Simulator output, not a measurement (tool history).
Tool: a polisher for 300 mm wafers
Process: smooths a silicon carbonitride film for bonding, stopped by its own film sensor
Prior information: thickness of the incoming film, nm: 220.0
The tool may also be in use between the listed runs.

run,hour,flow of slurry (ml/min),pressure of the wafer on the pad (psi),speed of the pad under the wafer (cm/s),abrasive content of the slurry,target thickness at which the film sensor stops the polish (nm),time until the film sensor stopped the polish (s)
1,0,125,2.4,76,1,183,117.58
2,4,125,2.7,76,1,183,107
3,12.8,120,2.4,74,1,183,121.35
4,18.2,120,2.4,74,1.15,183,116.09
5,19.2,120,2.4,74,1,183,120.51
6,26.6,120,2.7,74,1,183,108.36
7,29,120,2.4,72,1,183,124.2
8,31.5,120,2.2,72,1,183,132.28
9,33.2,120,2,72,1,183,140.74

The next listed run, before its measurement:
10,37.7,120,1.9,72,1,183,?

time until the film sensor stopped the polish (s): 148.9
